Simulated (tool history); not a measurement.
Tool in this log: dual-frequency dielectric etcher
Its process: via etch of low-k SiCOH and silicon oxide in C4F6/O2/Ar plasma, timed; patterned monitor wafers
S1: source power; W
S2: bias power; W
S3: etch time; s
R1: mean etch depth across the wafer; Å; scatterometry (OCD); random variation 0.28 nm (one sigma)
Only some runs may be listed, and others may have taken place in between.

run 1 hour=0.0 | S1=320 S2=220 S3=42.5 | R1=1196.8
run 2 hour=3.9 | S1=350 S2=220 S3=42.5 | R1=1234.6
run 3 hour=8.7 | S1=350 S2=190 S3=42.5 | R1=1178.6
run 4 hour=12.4 | S1=350 S2=216 S3=42.5 | R1=1218.0
run 5 hour=18.8 | S1=390 S2=216 S3=42.5 | R1=1265.5
run 6 hour=26.0 | S1=380 S2=210 S3=42.5 | R1=1248.4
run 7 hour=33.2 | S1=370 S2=205 S3=42.5 | R1=1227.9
run 8 hour=37.5 | S1=360 S2=201 S3=42.5 | R1=1209.2

Estimate the outcome of run 9 from the log above:
run 9 hour=45.8 | S1=350 S2=197 S3=42.5 | R1=?

R1: 1187.2 Å
